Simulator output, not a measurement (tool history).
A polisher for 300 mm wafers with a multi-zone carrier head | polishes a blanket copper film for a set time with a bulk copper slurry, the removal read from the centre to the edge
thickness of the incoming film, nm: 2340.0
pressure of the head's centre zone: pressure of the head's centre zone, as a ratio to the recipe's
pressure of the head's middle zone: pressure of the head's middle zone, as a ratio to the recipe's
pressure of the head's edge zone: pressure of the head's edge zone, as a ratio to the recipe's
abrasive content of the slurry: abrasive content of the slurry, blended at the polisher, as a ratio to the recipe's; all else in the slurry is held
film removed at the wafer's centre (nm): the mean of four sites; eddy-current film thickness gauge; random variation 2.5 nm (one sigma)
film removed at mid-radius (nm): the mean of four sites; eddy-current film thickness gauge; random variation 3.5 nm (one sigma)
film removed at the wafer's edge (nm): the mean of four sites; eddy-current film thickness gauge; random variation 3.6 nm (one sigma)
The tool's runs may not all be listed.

run	hour	flow of slurry (ml/min)	pressure of the head's centre zone	pressure of the head's middle zone	pressure of the head's edge zone	abrasive content of the slurry	polishing time (s)	film removed at the wafer's centre (nm)	film removed at mid-radius (nm)	film removed at the wafer's edge (nm)
1	0.0	210	1.00	1.00	1.00	1.00	73	495.14	510.78	500.52
2	3.2	210	1.00	1.00	1.00	1.15	73	512.60	540.18	522.07
3	4.5	210	1.00	1.00	1.08	1.15	73	512.47	535.38	538.92
4	6.3	210	1.00	0.92	1.08	1.15	73	512.39	502.73	543.09
5	12.0	250	1.00	0.92	1.08	1.15	73	528.69	516.35	568.59
6	14.0	215	1.00	0.96	1.01	0.95	66	437.62	446.61	461.38

Forecast run 7:
7	17.9	190	1.03	0.99	0.95	0.80	60	?	?	?

Run 7 gave film removed at the wafer's centre (nm) 384.99, film removed at mid-radius (nm) 396.32, film removed at the wafer's edge (nm) 374.36.
